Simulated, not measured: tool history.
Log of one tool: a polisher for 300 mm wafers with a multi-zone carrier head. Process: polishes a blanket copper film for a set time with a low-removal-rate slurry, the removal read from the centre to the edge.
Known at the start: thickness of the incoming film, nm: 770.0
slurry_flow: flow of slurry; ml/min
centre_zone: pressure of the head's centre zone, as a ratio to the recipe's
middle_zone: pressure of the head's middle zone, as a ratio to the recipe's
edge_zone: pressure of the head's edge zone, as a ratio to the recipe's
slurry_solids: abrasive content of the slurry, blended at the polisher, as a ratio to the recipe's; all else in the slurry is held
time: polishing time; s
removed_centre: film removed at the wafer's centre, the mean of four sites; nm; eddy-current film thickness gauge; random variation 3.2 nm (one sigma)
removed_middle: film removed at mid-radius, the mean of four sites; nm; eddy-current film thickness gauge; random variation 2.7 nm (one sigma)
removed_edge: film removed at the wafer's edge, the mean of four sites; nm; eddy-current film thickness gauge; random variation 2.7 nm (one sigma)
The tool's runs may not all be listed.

run 1 day=0.000 | slurry_flow=235 centre_zone=1.00 middle_zone=1.00 edge_zone=1.00 slurry_solids=1.00 time=66 | removed_centre=183.81 removed_middle=180.52 removed_edge=183.68
run 2 day=0.242 | slurry_flow=235 centre_zone=1.00 middle_zone=1.08 edge_zone=1.00 slurry_solids=1.00 time=66 | removed_centre=183.54 removed_middle=192.74 removed_edge=184.50
run 3 day=0.500 | slurry_flow=235 centre_zone=1.02 middle_zone=1.06 edge_zone=1.03 slurry_solids=1.10 time=67 | removed_centre=198.83 removed_middle=200.02 removed_edge=194.93
run 4 day=0.746 | slurry_flow=235 centre_zone=1.09 middle_zone=1.06 edge_zone=1.03 slurry_solids=1.10 time=67 | removed_centre=210.49 removed_middle=194.34 removed_edge=197.24
run 5 day=0.942 | slurry_flow=235 centre_zone=1.15 middle_zone=1.06 edge_zone=1.03 slurry_solids=1.10 time=67 | removed_centre=219.63 removed_middle=195.84 removed_edge=196.67
run 6 day=0.988 | slurry_flow=235 centre_zone=1.15 middle_zone=1.05 edge_zone=1.06 slurry_solids=1.15 time=67 | removed_centre=228.45 removed_middle=202.06 removed_edge=201.84
run 7 day=1.229 | slurry_flow=235 centre_zone=1.15 middle_zone=1.05 edge_zone=1.06 slurry_solids=1.15 time=67 | removed_centre=224.77 removed_middle=200.19 removed_edge=200.51
run 8 day=1.333 | slurry_flow=230 centre_zone=1.14 middle_zone=1.02 edge_zone=1.08 slurry_solids=1.20 time=68 | removed_centre=225.71 removed_middle=202.59 removed_edge=208.78

Forecast run 9:
run 9 day=1.479 | slurry_flow=235 centre_zone=1.15 middle_zone=1.00 edge_zone=1.10 slurry_solids=1.20 time=68 | removed_centre=? removed_middle=? removed_edge=?

removed_centre: 237.38 nm
removed_middle: 197.68 nm
removed_edge: 211.32 nm

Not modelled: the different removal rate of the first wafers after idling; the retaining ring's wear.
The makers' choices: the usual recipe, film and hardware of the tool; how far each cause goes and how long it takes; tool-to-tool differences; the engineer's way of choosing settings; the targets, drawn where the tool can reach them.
